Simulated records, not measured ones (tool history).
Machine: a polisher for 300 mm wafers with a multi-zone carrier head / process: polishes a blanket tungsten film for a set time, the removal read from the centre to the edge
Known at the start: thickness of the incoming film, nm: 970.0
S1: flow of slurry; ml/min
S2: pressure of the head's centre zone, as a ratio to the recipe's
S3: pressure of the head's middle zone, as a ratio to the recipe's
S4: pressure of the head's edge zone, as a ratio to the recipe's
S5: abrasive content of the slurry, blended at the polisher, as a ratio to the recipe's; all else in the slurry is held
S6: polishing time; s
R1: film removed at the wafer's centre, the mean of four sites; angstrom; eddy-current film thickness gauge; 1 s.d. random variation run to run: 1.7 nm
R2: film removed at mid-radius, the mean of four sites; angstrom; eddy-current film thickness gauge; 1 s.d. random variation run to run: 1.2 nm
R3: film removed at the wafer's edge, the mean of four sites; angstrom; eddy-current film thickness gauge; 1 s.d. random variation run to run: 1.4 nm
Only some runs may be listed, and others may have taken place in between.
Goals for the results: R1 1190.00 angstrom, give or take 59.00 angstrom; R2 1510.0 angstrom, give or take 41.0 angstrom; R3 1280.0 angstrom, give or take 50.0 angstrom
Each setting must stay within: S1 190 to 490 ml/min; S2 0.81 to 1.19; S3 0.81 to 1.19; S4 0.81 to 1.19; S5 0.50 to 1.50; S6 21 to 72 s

run  hour   S1    S2    S3    S4    S5  S6       R1      R2      R3
  1   0.0  315  1.00  1.00  1.00  1.00  46  2870.70  2804.5  2815.2
  2   1.9  285  0.94  1.03  0.94  0.85  38  2080.10  2239.3  2129.6
  3   3.9  280  0.91  1.05  0.90  0.75  33  1677.10  1916.9  1770.7
  4   7.5  280  0.91  1.12  0.90  0.75  33  1683.50  2018.7  1711.6
  5  12.5  280  0.91  1.12  0.90  0.95  33  1874.50  2168.9  1876.8
  6  14.0  280  0.91  1.12  0.90  0.85  33  1800.70  2086.0  1813.8
  7  21.2  275  0.82  1.13  0.83  0.60  22   985.29  1273.6  1044.2
  8  24.6  285  0.85  1.15  0.89  0.60  22   977.77  1297.3  1066.3
  9  29.0  285  0.89  1.16  0.93  0.65  22  1054.50  1315.2  1124.4
 10  34.7  285  0.89  1.16  0.93  0.65  22  1045.10  1334.4  1111.2
 11  36.6  285  0.89  1.17  0.95  0.75  22  1106.00  1386.5  1193.9
 12  45.2  335  0.88  1.19  0.92  0.90  23  1234.20  1600.4  1309.9
 13  47.2  330  0.88  1.18  0.92  0.90  23  1228.40  1586.0  1300.9

Of the 4 settings listed for the next run, only one would bring every result within its allowed miss of target. Which one?
  A  49.2  380  0.85  1.12  0.88  0.90  23   ?   ?   ?
  B  49.2  380  0.81  1.19  0.97  0.75  25   ?   ?   ?
  C  49.2  285  0.86  1.11  1.00  0.85  24   ?   ?   ?
  D  49.2  435  0.84  1.18  0.90  0.75  25   ?   ?   ?

move       R1      R2      R3
   A  1181.20  1510.5  1298.4
   B  1156.70  1635.7  1394.6
   C  1201.30  1509.3  1394.2
   D  1210.20  1636.3  1355.1
A: in spec on every target
B: the biggest miss grows against the last run
C: puts the biggest miss on target and leaves a different result outside tolerance
D: the biggest miss grows against the last run
A meets every target.
